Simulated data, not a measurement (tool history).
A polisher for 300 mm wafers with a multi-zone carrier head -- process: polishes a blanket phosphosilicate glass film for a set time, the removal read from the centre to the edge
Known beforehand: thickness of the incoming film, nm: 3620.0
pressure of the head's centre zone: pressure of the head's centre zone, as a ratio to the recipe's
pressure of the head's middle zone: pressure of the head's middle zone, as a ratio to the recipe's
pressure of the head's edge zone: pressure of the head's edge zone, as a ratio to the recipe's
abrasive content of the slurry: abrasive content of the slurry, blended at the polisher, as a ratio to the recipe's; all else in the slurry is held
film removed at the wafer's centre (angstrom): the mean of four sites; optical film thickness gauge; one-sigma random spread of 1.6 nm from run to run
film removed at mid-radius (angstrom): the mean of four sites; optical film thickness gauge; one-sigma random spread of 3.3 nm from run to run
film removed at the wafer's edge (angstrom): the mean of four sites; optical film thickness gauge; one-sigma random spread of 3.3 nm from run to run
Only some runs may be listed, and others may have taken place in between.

run	hour	flow of slurry (ml/min)	pressure of the head's centre zone	pressure of the head's middle zone	pressure of the head's edge zone	abrasive content of the slurry	polishing time (s)	film removed at the wafer's centre (angstrom)	film removed at mid-radius (angstrom)	film removed at the wafer's edge (angstrom)
1	0.0	205	1.00	1.00	1.00	1.0	32	1978.8	1976.5	1988.6
2	6.0	205	0.92	1.00	1.00	1.0	32	1844.9	1967.4	2016.5
3	6.6	205	0.92	1.00	1.00	1.0	38	2146.9	2241.6	2343.2
4	8.0	240	0.92	1.00	1.00	1.0	38	2199.2	2383.7	2364.7
5	13.3	240	0.92	1.00	0.96	1.0	38	2194.5	2365.8	2313.9
6	18.7	250	0.95	1.01	0.99	1.0	38	2302.3	2379.2	2382.0
7	27.2	260	0.97	1.04	0.99	1.0	38	2352.8	2456.0	2434.5

Forecast run 8:
8	31.3	270	0.99	1.06	0.98	1.0	38	?	?	?

film removed at the wafer's centre (angstrom): 2427.5
film removed at mid-radius (angstrom): 2463.0
film removed at the wafer's edge (angstrom): 2387.4
